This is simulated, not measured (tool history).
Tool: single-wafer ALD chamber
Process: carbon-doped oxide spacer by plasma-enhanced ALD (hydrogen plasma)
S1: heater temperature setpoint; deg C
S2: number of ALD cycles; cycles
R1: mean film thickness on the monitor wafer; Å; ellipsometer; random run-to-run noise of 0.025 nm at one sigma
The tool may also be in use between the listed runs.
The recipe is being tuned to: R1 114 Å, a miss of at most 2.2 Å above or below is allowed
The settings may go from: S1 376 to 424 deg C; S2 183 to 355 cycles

Run 1, hour 0: S1 400 deg C, S2 269 cycles. Result: R1 140.63 Å.
Run 2, hour 3.3: S1 400 deg C, S2 295 cycles. Result: R1 153.7 Å.
Run 3, hour 9.6: S1 394 deg C, S2 295 cycles. Result: R1 155.27 Å.
Run 4, hour 18: S1 395 deg C, S2 269 cycles. Result: R1 142.07 Å.
Run 5, hour 26.4: S1 397 deg C, S2 250 cycles. Result: R1 131.57 Å.
Run 6, hour 32.1: S1 398 deg C, S2 238 cycles. Result: R1 125.13 Å.
Run 7, hour 39: S1 399 deg C, S2 231 cycles. Result: R1 121.22 Å.
Run 8, hour 42.2: S1 402 deg C, S2 214 cycles. Result: R1 110.69 Å.

Exercise: of the 4 proposed moves below, exactly one satisfies all targets within the stated allowed misses. Which move is it?
Run A, hour 45.4: S1 417 deg C, S2 213 cycles. Result: R1 ?.
Run B, hour 45.4: S1 404 deg C, S2 199 cycles. Result: R1 ?.
Run C, hour 45.4: S1 403 deg C, S2 202 cycles. Result: R1 ?.
Run D, hour 45.4: S1 386 deg C, S2 216 cycles. Result: R1 ?.

move      R1
   A  106.34
   B  102.96
   C   104.8
   D  114.12
A: the biggest miss grows against the last run
B: the biggest miss grows against the last run
C: the biggest miss grows against the last run
D: each result inside its tolerance
Correct choice: D, which meets every target
